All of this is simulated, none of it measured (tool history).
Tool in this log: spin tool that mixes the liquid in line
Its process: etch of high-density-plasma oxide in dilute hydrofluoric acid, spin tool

run  hour  temperature setpoint of the liquid (C)  parts of water to one part of 49 % hydrofluoric acid (parts by volume)  time under the liquid (s)  thickness taken off the high-density-plasma oxide on a monitor wafer (nm)
  1   0.0                                    21.0                                                                     165                        315                                                                     12.596
  2   2.2                                    23.5                                                                     165                        315                                                                     14.059
  3   5.2                                    24.5                                                                     165                        315                                                                     14.377
  4  11.1                                    25.5                                                                     150                        315                                                                     16.773
  5  14.0                                    26.0                                                                     140                        315                                                                     18.259
  6  22.9                                    28.5                                                                     140                        315                                                                     20.436
     31.7  -- hydrofluoric acid flow meter replaced
  7  31.7                                    28.5                                                                     130                        315                                                                     25.852

Run 8, settings as shown, results not yet in. Your forecast:
  8  38.2                                    29.0                                                                     130                        315                                                                          ?

Run 8 measured thickness taken off the high-density-plasma oxide on a monitor wafer (nm) 25.748.
